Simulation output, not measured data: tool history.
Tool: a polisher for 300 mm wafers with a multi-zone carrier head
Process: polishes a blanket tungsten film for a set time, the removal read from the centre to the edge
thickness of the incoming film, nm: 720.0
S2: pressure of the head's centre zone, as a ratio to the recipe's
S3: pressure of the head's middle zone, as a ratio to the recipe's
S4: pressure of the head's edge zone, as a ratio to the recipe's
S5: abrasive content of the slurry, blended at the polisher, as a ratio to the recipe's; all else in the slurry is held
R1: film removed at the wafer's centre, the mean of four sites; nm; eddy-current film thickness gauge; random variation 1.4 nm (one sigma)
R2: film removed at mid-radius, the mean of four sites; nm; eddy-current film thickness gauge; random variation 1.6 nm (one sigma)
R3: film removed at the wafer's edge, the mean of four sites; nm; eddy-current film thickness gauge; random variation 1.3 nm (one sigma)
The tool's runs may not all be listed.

Run 1, day 0.000: flow of slurry (ml/min) 320, S2 1.00, S3 1.00, S4 1.00, S5 1.00, polishing time (s) 58. Result: R1 157.97 nm, R2 160.93 nm, R3 167.76 nm.
Run 2, day 0.325: flow of slurry (ml/min) 320, S2 1.00, S3 1.00, S4 1.00, S5 1.00, polishing time (s) 69. Result: R1 190.62 nm, R2 187.34 nm, R3 197.85 nm.
Run 3, day 0.638: flow of slurry (ml/min) 320, S2 1.00, S3 1.00, S4 1.00, S5 1.00, polishing time (s) 60. Result: R1 168.49 nm, R2 164.30 nm, R3 172.88 nm.
Run 4, day 0.967: flow of slurry (ml/min) 360, S2 1.00, S3 1.00, S4 1.00, S5 1.00, polishing time (s) 60. Result: R1 170.71 nm, R2 166.12 nm, R3 176.41 nm.
Run 5, day 1.275: flow of slurry (ml/min) 360, S2 1.00, S3 1.04, S4 1.00, S5 1.00, polishing time (s) 60. Result: R1 168.58 nm, R2 171.55 nm, R3 175.04 nm.
Run 6, day 1.375: flow of slurry (ml/min) 360, S2 1.00, S3 1.04, S4 1.00, S5 1.00, polishing time (s) 65. Result: R1 183.14 nm, R2 187.51 nm, R3 190.43 nm.
Run 7, day 1.733: flow of slurry (ml/min) 390, S2 0.99, S3 1.06, S4 1.04, S5 1.05, polishing time (s) 65. Result: R1 185.12 nm, R2 195.26 nm, R3 196.39 nm.

The next listed run, before its measurement:
Run 8, day 1.858: flow of slurry (ml/min) 410, S2 0.98, S3 1.07, S4 1.08, S5 1.10, polishing time (s) 65. Result: R1 ?, R2 ?, R3 ?.

Run 8 gave R1 187.28 nm, R2 200.29 nm, R3 203.52 nm.

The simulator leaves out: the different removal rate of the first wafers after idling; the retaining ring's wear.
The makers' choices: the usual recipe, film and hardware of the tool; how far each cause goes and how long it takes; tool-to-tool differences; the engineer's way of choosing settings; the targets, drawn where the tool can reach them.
